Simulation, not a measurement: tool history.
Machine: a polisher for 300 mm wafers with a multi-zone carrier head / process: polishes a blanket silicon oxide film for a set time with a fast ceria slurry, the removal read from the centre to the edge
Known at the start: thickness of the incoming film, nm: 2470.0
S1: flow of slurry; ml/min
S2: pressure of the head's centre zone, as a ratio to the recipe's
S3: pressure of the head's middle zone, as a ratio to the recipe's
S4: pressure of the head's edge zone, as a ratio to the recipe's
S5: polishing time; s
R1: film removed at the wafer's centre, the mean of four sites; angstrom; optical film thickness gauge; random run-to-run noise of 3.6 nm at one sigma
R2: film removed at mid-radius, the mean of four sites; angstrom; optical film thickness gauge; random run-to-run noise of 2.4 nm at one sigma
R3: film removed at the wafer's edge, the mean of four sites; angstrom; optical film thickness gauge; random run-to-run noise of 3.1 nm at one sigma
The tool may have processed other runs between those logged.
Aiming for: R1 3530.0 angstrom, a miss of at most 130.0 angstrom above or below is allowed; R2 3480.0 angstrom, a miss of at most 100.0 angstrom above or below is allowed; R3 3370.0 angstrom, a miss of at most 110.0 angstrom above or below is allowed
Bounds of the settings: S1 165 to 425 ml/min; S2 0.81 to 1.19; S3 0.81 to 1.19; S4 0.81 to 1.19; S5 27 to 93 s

{"run": 1, "hour": 0.0, "S1": 275, "S2": 1.0, "S3": 1.0, "S4": 1.0, "S5": 59, "R1": 5376.6, "R2": 5493.2, "R3": 5363.7}
{"run": 2, "hour": 8.3, "S1": 275, "S2": 1.0, "S3": 0.93, "S4": 1.0, "S5": 59, "R1": 5377.1, "R2": 5284.0, "R3": 5370.0}
{"run": 3, "hour": 15.4, "S1": 275, "S2": 1.0, "S3": 0.93, "S4": 1.0, "S5": 51, "R1": 4623.5, "R2": 4555.3, "R3": 4670.8}
{"run": 4, "hour": 19.9, "S1": 275, "S2": 1.0, "S3": 0.93, "S4": 0.95, "S5": 51, "R1": 4656.2, "R2": 4547.0, "R3": 4524.7}
{"run": 5, "hour": 21.4, "S1": 270, "S2": 0.99, "S3": 0.92, "S4": 0.93, "S5": 48, "R1": 4388.2, "R2": 4212.4, "R3": 4265.2}
{"run": 6, "hour": 22.8, "S1": 270, "S2": 0.98, "S3": 0.93, "S4": 0.91, "S5": 46, "R1": 4085.9, "R2": 4109.2, "R3": 4036.3}
{"run": 7, "hour": 24.4, "S1": 270, "S2": 0.98, "S3": 0.92, "S4": 0.89, "S5": 45, "R1": 4004.0, "R2": 4011.2, "R3": 3919.1}
{"run": 8, "hour": 27.5, "S1": 265, "S2": 0.98, "S3": 0.91, "S4": 0.88, "S5": 44, "R1": 3928.5, "R2": 3860.5, "R3": 3775.5}
{"run": 9, "hour": 28.8, "S1": 255, "S2": 0.97, "S3": 0.9, "S4": 0.87, "S5": 44, "R1": 3854.1, "R2": 3817.6, "R3": 3811.3}
{"run": 10, "hour": 32.8, "S1": 275, "S2": 0.99, "S3": 0.91, "S4": 0.84, "S5": 36, "R1": 3238.7, "R2": 3203.1, "R3": 3036.9}
{"run": 11, "hour": 38.7, "S1": 275, "S2": 0.99, "S3": 0.92, "S4": 0.86, "S5": 36, "R1": 3219.9, "R2": 3216.9, "R3": 3115.0}
{"run": 12, "hour": 45.8, "S1": 275, "S2": 1.0, "S3": 0.93, "S4": 0.87, "S5": 37, "R1": 3379.7, "R2": 3308.1, "R3": 3194.9}
{"run": 13, "hour": 47.3, "S1": 275, "S2": 1.0, "S3": 0.94, "S4": 0.88, "S5": 37, "R1": 3372.4, "R2": 3352.5, "R3": 3192.7}
{"run": 14, "hour": 54.0, "S1": 275, "S2": 1.0, "S3": 0.94, "S4": 0.89, "S5": 37, "R1": 3406.5, "R2": 3292.8, "R3": 3216.0}
{"run": 15, "hour": 56.1, "S1": 275, "S2": 1.0, "S3": 0.95, "S4": 0.89, "S5": 37, "R1": 3340.0, "R2": 3318.0, "R3": 3228.7}
{"run": 16, "hour": 64.1, "S1": 280, "S2": 1.0, "S3": 0.95, "S4": 0.89, "S5": 37, "R1": 3408.3, "R2": 3363.4, "R3": 3220.1}
{"run": 17, "hour": 71.6, "S1": 280, "S2": 1.0, "S3": 0.95, "S4": 0.9, "S5": 37, "R1": 3399.9, "R2": 3354.4, "R3": 3227.5}
{"run": 18, "hour": 75.8, "S1": 280, "S2": 1.0, "S3": 0.95, "S4": 0.91, "S5": 37, "R1": 3386.1, "R2": 3361.4, "R3": 3238.6}
{"run": 19, "hour": 82.0, "S1": 280, "S2": 1.0, "S3": 0.95, "S4": 0.92, "S5": 37, "R1": 3398.8, "R2": 3352.3, "R3": 3237.2}
{"run": 20, "hour": 86.7, "S1": 280, "S2": 1.0, "S3": 0.95, "S4": 0.92, "S5": 37, "R1": 3377.2, "R2": 3369.9, "R3": 3309.2}

Exercise: of the 5 proposed moves below, exactly one satisfies all targets within the stated allowed misses. Which move is it?
{"run": "A", "hour": 91.4, "S1": 280, "S2": 0.87, "S3": 0.95, "S4": 0.89, "S5": 39, "R1": "?", "R2": "?", "R3": "?"}
{"run": "B", "hour": 91.4, "S1": 320, "S2": 0.99, "S3": 0.93, "S4": 0.87, "S5": 38, "R1": "?", "R2": "?", "R3": "?"}
{"run": "C", "hour": 91.4, "S1": 240, "S2": 0.87, "S3": 0.94, "S4": 0.97, "S5": 39, "R1": "?", "R2": "?", "R3": "?"}
{"run": "D", "hour": 91.4, "S1": 315, "S2": 0.88, "S3": 0.98, "S4": 0.95, "S5": 36, "R1": "?", "R2": "?", "R3": "?"}
{"run": "E", "hour": 91.4, "S1": 295, "S2": 1.05, "S3": 0.92, "S4": 0.96, "S5": 36, "R1": "?", "R2": "?", "R3": "?"}

move=A R1=3161.6 R2=3528.1 R3=3410.8
move=B R1=3527.6 R2=3443.3 R3=3330.8
move=C R1=3094.8 R2=3440.0 R3=3478.1
move=D R1=2991.0 R2=3355.8 R3=3260.1
move=E R1=3498.6 R2=3214.4 R3=3258.7
A: the biggest miss grows against the last run
B: meets every target
C: the biggest miss grows against the last run
D: the biggest miss grows against the last run
E: brings the result that was furthest off to its target, and leaves another outside
The move that meets every target is B.

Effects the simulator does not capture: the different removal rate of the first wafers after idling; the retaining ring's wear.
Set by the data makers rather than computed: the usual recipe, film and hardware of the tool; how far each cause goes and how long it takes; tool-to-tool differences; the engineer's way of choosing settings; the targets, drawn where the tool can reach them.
